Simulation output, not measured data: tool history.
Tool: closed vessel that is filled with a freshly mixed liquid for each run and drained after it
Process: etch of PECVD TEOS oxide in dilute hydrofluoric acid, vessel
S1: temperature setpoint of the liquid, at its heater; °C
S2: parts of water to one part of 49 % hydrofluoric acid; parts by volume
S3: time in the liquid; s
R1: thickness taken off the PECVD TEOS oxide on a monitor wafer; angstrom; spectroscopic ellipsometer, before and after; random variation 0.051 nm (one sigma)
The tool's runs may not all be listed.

| run | hour | S1 | S2 | S3 | R1 |
|---|---|---|---|---|---|
| 1 | 0.0 | 25.0 | 245 | 140 | 84.909 |
| 2 | 3.9 | 27.0 | 245 | 140 | 93.497 |
| 3 | 6.2 | 27.0 | 245 | 150 | 99.023 |
| 4 | 10.5 | 24.5 | 260 | 150 | 83.021 |
| 5 | 14.4 | 22.5 | 265 | 150 | 76.613 |
| 6 | 17.5 | 22.5 | 225 | 150 | 93.535 |
| 7 | 23.4 | 21.0 | 245 | 150 | 81.145 |
| 8 | 26.9 | 20.0 | 260 | 150 | 71.888 |
| 9 | 30.7 | 19.0 | 270 | 150 | 66.720 |

The next listed run, before its measurement:
| 10 | 36.2 | 19.0 | 270 | 150 | ? |

{"run 10": {"R1": 65.559}}
